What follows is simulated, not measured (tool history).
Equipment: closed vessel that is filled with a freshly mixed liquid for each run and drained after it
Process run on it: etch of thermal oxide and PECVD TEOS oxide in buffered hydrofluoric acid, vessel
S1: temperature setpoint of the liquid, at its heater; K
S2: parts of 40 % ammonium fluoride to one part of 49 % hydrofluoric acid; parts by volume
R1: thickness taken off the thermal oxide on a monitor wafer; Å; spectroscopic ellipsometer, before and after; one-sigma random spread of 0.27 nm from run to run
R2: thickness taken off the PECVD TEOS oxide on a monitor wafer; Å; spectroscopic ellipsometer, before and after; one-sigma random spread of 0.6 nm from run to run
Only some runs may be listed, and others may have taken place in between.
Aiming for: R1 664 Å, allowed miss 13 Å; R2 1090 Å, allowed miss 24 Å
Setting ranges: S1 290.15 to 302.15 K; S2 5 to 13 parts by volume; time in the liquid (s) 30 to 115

Run 1, hour 0: S1 294.15 K, S2 8 parts by volume, time in the liquid (s) 60. Result: R1 733.75 Å, R2 1208.3 Å.
Run 2, hour 3.9: S1 293.65 K, S2 8 parts by volume, time in the liquid (s) 60. Result: R1 711.45 Å, R2 1171.5 Å.
Run 3, hour 8.4: S1 293.65 K, S2 6.5 parts by volume, time in the liquid (s) 60. Result: R1 884.47 Å, R2 1453.2 Å.
Run 4, hour 10: S1 293.15 K, S2 6.5 parts by volume, time in the liquid (s) 60. Result: R1 853.98 Å, R2 1411.6 Å.
Run 5, hour 17.6: S1 295.15 K, S2 6.5 parts by volume, time in the liquid (s) 60. Result: R1 953.81 Å, R2 1578.4 Å.
Run 6, hour 19.4: S1 295.15 K, S2 6.5 parts by volume, time in the liquid (s) 50. Result: R1 803.07 Å, R2 1316 Å.
Run 7, hour 27.7: S1 294.65 K, S2 6.5 parts by volume, time in the liquid (s) 50. Result: R1 768.92 Å, R2 1278.4 Å.
Run 8, hour 33.2: S1 294.15 K, S2 6.5 parts by volume, time in the liquid (s) 50. Result: R1 751.42 Å, R2 1233.4 Å.
Run 9, hour 38.9: S1 293.65 K, S2 6.5 parts by volume, time in the liquid (s) 50. Result: R1 732.48 Å, R2 1207.8 Å.
Run 10, hour 46.5: S1 293.15 K, S2 6.5 parts by volume, time in the liquid (s) 50. Result: R1 712.91 Å, R2 1188 Å.

Consider the 4 candidate settings below. Which is the only one whose results all fall within their allowed miss of target?
Run A, hour 54.1: S1 292.65 K, S2 6.5 parts by volume, time in the liquid (s) 55. Result: R1 ?, R2 ?.
Run B, hour 54.1: S1 295.65 K, S2 8 parts by volume, time in the liquid (s) 50. Result: R1 ?, R2 ?.
Run C, hour 54.1: S1 294.15 K, S2 7.5 parts by volume, time in the liquid (s) 60. Result: R1 ?, R2 ?.
Run D, hour 54.1: S1 294.15 K, S2 8.5 parts by volume, time in the liquid (s) 55. Result: R1 ?, R2 ?.

move      R1      R2
   A  765.51  1254.7
   B  667.28  1093.7
   C   790.3  1295.4
   D   632.6  1036.9
A: further off than the last run
B: in spec on every target
C: further off than the last run
D: carries the result that was furthest off beyond its target, to the other side
So the answer is move B, the one that meets all the targets.

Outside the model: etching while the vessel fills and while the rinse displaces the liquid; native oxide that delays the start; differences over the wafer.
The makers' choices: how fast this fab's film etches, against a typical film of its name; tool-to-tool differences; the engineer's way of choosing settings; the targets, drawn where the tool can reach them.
